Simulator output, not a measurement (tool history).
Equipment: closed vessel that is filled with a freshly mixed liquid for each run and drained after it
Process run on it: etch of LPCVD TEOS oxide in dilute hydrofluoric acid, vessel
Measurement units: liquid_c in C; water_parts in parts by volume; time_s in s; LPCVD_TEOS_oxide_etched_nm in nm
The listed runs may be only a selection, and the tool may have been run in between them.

run  hour  liquid_c  water_parts  time_s  LPCVD_TEOS_oxide_etched_nm
  1   0.0      20.0           60     220                      78.092
  2   5.7      21.0           55     220                      89.425
  3   8.2      19.5           55     220                      84.768
  4  16.2      20.5           50     220                      97.298
  5  17.3      18.5           50     220                      89.267
  6  18.3      17.0           50     220                      85.701
  7  23.8      18.0           45     220                      98.261
  8  27.2      19.0           40     220                     116.970
  9  31.0      19.0           40     220                     118.070
 10  39.0      20.0           40     220                     121.250
 11  43.9      21.0           40     220                     127.230
 12  45.3      21.5           40     220                     129.930
 13  53.6      22.0           40     220                     134.000
 14  59.1      22.5           40     220                     135.480
 15  65.0      23.0           40     220                     137.630
 16  73.3      23.5           40     220                     138.830
 17  76.9      24.0           40     220                     144.440
 18  78.0      24.5           40     220                     146.590

Run 19, settings as shown, results not yet in. Your forecast:
 19  82.6      25.0           40     220                           ?

{"run 19": {"LPCVD_TEOS_oxide_etched_nm": 148.51}}

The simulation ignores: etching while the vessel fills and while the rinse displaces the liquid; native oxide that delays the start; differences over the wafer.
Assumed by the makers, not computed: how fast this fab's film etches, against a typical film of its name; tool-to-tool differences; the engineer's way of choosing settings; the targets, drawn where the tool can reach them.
